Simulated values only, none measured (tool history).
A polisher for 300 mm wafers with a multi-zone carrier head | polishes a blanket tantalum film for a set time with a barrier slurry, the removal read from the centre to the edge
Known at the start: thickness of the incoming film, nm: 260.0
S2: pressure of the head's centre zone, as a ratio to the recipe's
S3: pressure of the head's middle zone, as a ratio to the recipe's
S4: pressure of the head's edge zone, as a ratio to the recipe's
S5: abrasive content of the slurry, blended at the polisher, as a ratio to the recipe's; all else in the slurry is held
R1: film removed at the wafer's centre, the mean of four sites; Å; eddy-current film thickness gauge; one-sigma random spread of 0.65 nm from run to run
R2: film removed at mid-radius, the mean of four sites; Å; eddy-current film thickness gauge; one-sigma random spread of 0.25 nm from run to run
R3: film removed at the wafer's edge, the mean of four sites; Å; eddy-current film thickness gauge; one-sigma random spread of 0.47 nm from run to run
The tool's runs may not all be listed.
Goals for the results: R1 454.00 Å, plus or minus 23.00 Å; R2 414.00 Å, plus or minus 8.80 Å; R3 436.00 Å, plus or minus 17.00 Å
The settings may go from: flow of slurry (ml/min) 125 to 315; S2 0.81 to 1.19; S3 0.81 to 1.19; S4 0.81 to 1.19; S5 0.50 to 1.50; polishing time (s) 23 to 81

{"run": 1, "hour": 0.0, "flow of slurry (ml/min)": 205, "S2": 1.0, "S3": 1.0, "S4": 1.0, "S5": 1.0, "polishing time (s)": 52, "R1": 940.25, "R2": 893.88, "R3": 928.58}
{"run": 2, "hour": 6.3, "flow of slurry (ml/min)": 200, "S2": 0.99, "S3": 0.99, "S4": 0.98, "S5": 0.95, "polishing time (s)": 48, "R1": 811.62, "R2": 804.94, "R3": 840.49}
{"run": 3, "hour": 8.8, "flow of slurry (ml/min)": 200, "S2": 1.01, "S3": 0.98, "S4": 0.96, "S5": 0.9, "polishing time (s)": 45, "R1": 771.72, "R2": 729.27, "R3": 767.95}
{"run": 4, "hour": 11.9, "flow of slurry (ml/min)": 200, "S2": 1.01, "S3": 0.98, "S4": 0.94, "S5": 0.85, "polishing time (s)": 42, "R1": 699.61, "R2": 672.79, "R3": 681.63}
{"run": 5, "hour": 15.8, "flow of slurry (ml/min)": 195, "S2": 1.01, "S3": 0.96, "S4": 0.92, "S5": 0.8, "polishing time (s)": 41, "R1": 667.88, "R2": 622.23, "R3": 648.82}
{"run": 6, "hour": 17.1, "flow of slurry (ml/min)": 160, "S2": 1.01, "S3": 0.96, "S4": 0.92, "S5": 0.8, "polishing time (s)": 41, "R1": 655.08, "R2": 600.06, "R3": 623.29}
{"run": 7, "hour": 24.0, "flow of slurry (ml/min)": 155, "S2": 1.0, "S3": 0.95, "S4": 0.91, "S5": 0.75, "polishing time (s)": 40, "R1": 610.92, "R2": 561.71, "R3": 586.8}
{"run": 8, "hour": 29.4, "flow of slurry (ml/min)": 150, "S2": 0.99, "S3": 0.94, "S4": 0.9, "S5": 0.7, "polishing time (s)": 39, "R1": 544.47, "R2": 517.89, "R3": 552.42}
{"run": 9, "hour": 33.1, "flow of slurry (ml/min)": 150, "S2": 0.99, "S3": 0.94, "S4": 0.89, "S5": 0.65, "polishing time (s)": 38, "R1": 502.93, "R2": 484.64, "R3": 510.42}
{"run": 10, "hour": 35.7, "flow of slurry (ml/min)": 145, "S2": 0.99, "S3": 0.93, "S4": 0.88, "S5": 0.65, "polishing time (s)": 38, "R1": 518.0, "R2": 479.39, "R3": 510.16}
{"run": 11, "hour": 38.7, "flow of slurry (ml/min)": 145, "S2": 0.99, "S3": 0.93, "S4": 0.87, "S5": 0.65, "polishing time (s)": 38, "R1": 518.58, "R2": 473.0, "R3": 499.19}
{"run": 12, "hour": 43.6, "flow of slurry (ml/min)": 145, "S2": 0.98, "S3": 0.93, "S4": 0.86, "S5": 0.65, "polishing time (s)": 38, "R1": 499.49, "R2": 473.53, "R3": 495.25}
{"run": 13, "hour": 52.3, "flow of slurry (ml/min)": 145, "S2": 0.98, "S3": 0.93, "S4": 0.85, "S5": 0.65, "polishing time (s)": 38, "R1": 506.25, "R2": 473.62, "R3": 497.33}
{"run": 14, "hour": 55.4, "flow of slurry (ml/min)": 145, "S2": 0.98, "S3": 0.93, "S4": 0.84, "S5": 0.65, "polishing time (s)": 38, "R1": 510.46, "R2": 474.88, "R3": 496.57}
{"hour": 63.2, "done": "worn pad replaced by a new one"}
{"run": 15, "hour": 63.2, "flow of slurry (ml/min)": 140, "S2": 0.99, "S3": 0.92, "S4": 0.82, "S5": 0.55, "polishing time (s)": 38, "R1": 481.69, "R2": 451.17, "R3": 466.58}
{"run": 16, "hour": 64.5, "flow of slurry (ml/min)": 135, "S2": 0.99, "S3": 0.91, "S4": 0.81, "S5": 0.5, "polishing time (s)": 37, "R1": 434.02, "R2": 400.82, "R3": 417.03}

Next run, 5 choices. One meets every target within its allowed miss, the rest don't. Which?
{"run": "A", "hour": 65.8, "flow of slurry (ml/min)": 130, "S2": 0.86, "S3": 0.93, "S4": 0.9, "S5": 0.6, "polishing time (s)": 35, "R1": "?", "R2": "?", "R3": "?"}
{"run": "B", "hour": 65.8, "flow of slurry (ml/min)": 125, "S2": 0.93, "S3": 0.82, "S4": 0.9, "S5": 0.55, "polishing time (s)": 39, "R1": "?", "R2": "?", "R3": "?"}
{"run": "C", "hour": 65.8, "flow of slurry (ml/min)": 165, "S2": 1.14, "S3": 1.13, "S4": 0.81, "S5": 0.55, "polishing time (s)": 30, "R1": "?", "R2": "?", "R3": "?"}
{"run": "D", "hour": 65.8, "flow of slurry (ml/min)": 200, "S2": 0.97, "S3": 0.88, "S4": 0.82, "S5": 0.5, "polishing time (s)": 36, "R1": "?", "R2": "?", "R3": "?"}
{"run": "E", "hour": 65.8, "flow of slurry (ml/min)": 125, "S2": 0.9, "S3": 0.98, "S4": 0.86, "S5": 0.55, "polishing time (s)": 36, "R1": "?", "R2": "?", "R3": "?"}

move=A R1=410.20 R2=436.25 R3=469.48
move=B R1=459.65 R2=413.47 R3=489.45
move=C R1=469.10 R2=430.33 R3=376.84
move=D R1=460.88 R2=412.39 R3=433.98
move=E R1=410.90 R2=434.25 R3=442.49
A: carries the result that was furthest off beyond its target, to the other side
B: brings the result that was furthest off to its target, and leaves another outside
C: carries the result that was furthest off beyond its target, to the other side
D: each result inside its tolerance
E: carries the result that was furthest off beyond its target, to the other side
Answer: D
